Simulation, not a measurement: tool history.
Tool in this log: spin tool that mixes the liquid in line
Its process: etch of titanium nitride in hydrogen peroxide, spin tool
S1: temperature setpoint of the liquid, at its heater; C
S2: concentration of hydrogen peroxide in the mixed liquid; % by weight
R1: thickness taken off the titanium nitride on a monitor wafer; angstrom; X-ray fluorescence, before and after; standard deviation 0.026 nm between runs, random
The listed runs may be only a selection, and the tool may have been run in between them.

run 1 day=0.000 | S1=53.0 S2=25.0 time_under_the_liquid_(s)=75 | R1=57.038
run 2 day=0.121 | S1=52.0 S2=25.0 time_under_the_liquid_(s)=75 | R1=52.921
run 3 day=0.221 | S1=51.5 S2=25.0 time_under_the_liquid_(s)=75 | R1=51.099
run 4 day=0.383 | S1=51.0 S2=25.0 time_under_the_liquid_(s)=75 | R1=50.149
run 5 day=0.621 | S1=50.5 S2=25.0 time_under_the_liquid_(s)=75 | R1=47.993
run 6 day=0.954 | S1=50.5 S2=20.5 time_under_the_liquid_(s)=75 | R1=45.745
run 7 day=1.171 | S1=50.0 S2=20.5 time_under_the_liquid_(s)=75 | R1=44.066

What will run 8 give?
run 8 day=1.204 | S1=50.0 S2=20.5 time_under_the_liquid_(s)=75 | R1=?

Run 8 produced R1 44.255 angstrom.

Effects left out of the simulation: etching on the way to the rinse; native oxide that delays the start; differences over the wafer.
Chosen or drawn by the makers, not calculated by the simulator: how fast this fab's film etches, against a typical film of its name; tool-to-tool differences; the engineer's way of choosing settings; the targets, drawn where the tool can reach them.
